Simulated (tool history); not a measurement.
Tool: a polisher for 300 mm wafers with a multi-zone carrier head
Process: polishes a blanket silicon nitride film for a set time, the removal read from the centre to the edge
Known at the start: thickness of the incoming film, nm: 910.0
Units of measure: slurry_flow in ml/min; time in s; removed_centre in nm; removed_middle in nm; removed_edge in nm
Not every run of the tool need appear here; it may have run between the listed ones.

run	hour	slurry_flow	centre_zone	middle_zone	edge_zone	time	removed_centre	removed_middle	removed_edge
1	0	220	1	1	1	59	130.31	136	135.98
2	2.9	205	1	0.94	0.97	50	110.94	109.03	113.63
3	5.6	205	1	0.94	1	50	110.17	108.62	114.41
4	10.2	195	1	0.9	0.98	44	98.632	93.047	100.92
5	19.2	185	0.99	0.87	0.96	41	88.578	83.829	92.632
6	22	175	1	0.85	0.94	39	83.54	77.674	85.955
7	27.5	165	1.01	0.84	0.93	38	81.872	73.436	82.676

Run 8 is up next; what results do you expect?
8	35.2	165	1.01	0.84	0.93	38	?	?	?

{"run 8": {"removed_centre": 82.352, "removed_middle": 73.475, "removed_edge": 83.726}}
